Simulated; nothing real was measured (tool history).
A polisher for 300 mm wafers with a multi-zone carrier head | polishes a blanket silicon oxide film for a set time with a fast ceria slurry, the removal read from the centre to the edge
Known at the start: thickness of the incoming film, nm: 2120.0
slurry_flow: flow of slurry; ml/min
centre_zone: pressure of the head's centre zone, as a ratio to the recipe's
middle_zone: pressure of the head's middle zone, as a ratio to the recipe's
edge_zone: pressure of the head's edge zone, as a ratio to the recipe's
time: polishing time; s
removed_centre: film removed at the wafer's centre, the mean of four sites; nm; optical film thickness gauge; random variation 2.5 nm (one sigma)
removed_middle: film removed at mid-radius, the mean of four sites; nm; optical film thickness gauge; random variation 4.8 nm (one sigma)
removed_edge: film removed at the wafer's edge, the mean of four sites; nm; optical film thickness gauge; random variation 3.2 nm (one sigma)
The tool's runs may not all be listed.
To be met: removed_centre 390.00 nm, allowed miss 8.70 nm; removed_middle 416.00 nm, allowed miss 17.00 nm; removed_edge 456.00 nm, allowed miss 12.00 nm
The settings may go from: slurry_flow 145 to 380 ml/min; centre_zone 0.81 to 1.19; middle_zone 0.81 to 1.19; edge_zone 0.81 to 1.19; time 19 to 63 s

| run | hour | slurry_flow | centre_zone | middle_zone | edge_zone | time | removed_centre | removed_middle | removed_edge |
|---|---|---|---|---|---|---|---|---|---|
| 1 | 0.0 | 245 | 1.00 | 1.00 | 1.00 | 41 | 639.01 | 633.77 | 636.03 |
| 2 | 6.3 | 245 | 1.00 | 1.04 | 1.00 | 41 | 641.92 | 646.66 | 625.93 |
| 3 | 13.3 | 230 | 0.96 | 0.99 | 0.97 | 38 | 565.51 | 580.26 | 569.22 |
| 4 | 21.9 | 230 | 1.02 | 0.99 | 0.97 | 38 | 602.69 | 559.29 | 567.37 |
| 5 | 30.0 | 270 | 1.02 | 0.99 | 0.97 | 38 | 616.08 | 585.22 | 581.53 |
| 6 | 36.6 | 245 | 0.97 | 0.95 | 0.96 | 36 | 541.80 | 539.55 | 540.87 |
| 7 | 42.2 | 245 | 0.97 | 0.95 | 0.96 | 36 | 550.15 | 528.38 | 542.99 |
| 8 | 50.5 | 225 | 0.93 | 0.93 | 0.96 | 34 | 494.63 | 478.13 | 510.31 |
| 9 | 57.8 | 215 | 0.90 | 0.93 | 0.96 | 33 | 453.34 | 464.28 | 490.23 |
| 10 | 63.4 | 200 | 0.88 | 0.92 | 0.95 | 33 | 446.19 | 458.91 | 489.55 |
| 11 | 64.3 | 190 | 0.86 | 0.91 | 0.94 | 33 | 426.72 | 458.22 | 480.15 |
| 12 | 69.0 | 185 | 0.85 | 0.89 | 0.93 | 33 | 415.55 | 442.37 | 480.37 |
| 13 | 69.8 | 185 | 0.85 | 0.89 | 0.93 | 33 | 412.45 | 435.17 | 475.79 |
| 14 | 77.2 | 180 | 0.85 | 0.88 | 0.92 | 33 | 414.90 | 438.52 | 469.92 |
| 15 | 78.5 | 175 | 0.84 | 0.87 | 0.92 | 33 | 412.10 | 436.07 | 467.88 |
| 16 | 83.8 | 170 | 0.83 | 0.86 | 0.92 | 33 | 399.22 | 418.96 | 464.06 |

4 next moves are on the table. One of them brings every result within its allowed miss. Which?
| A | 89.1 | 145 | 0.86 | 0.91 | 0.97 | 32 | ? | ? | ? |
| B | 89.1 | 160 | 0.92 | 0.82 | 0.86 | 33 | ? | ? | ? |
| C | 89.1 | 200 | 0.86 | 0.82 | 1.04 | 31 | ? | ? | ? |
| D | 89.1 | 200 | 0.86 | 0.83 | 0.89 | 32 | ? | ? | ? |

| move | removed_centre | removed_middle | removed_edge |
|---|---|---|---|
| A | 385.36 | 419.34 | 454.82 |
| B | 436.30 | 406.07 | 451.56 |
| C | 401.68 | 398.13 | 478.51 |
| D | 414.66 | 415.15 | 458.75 |
A: meets every target
B: further off than the last run
C: further off than the last run
D: further off than the last run
Answer: A
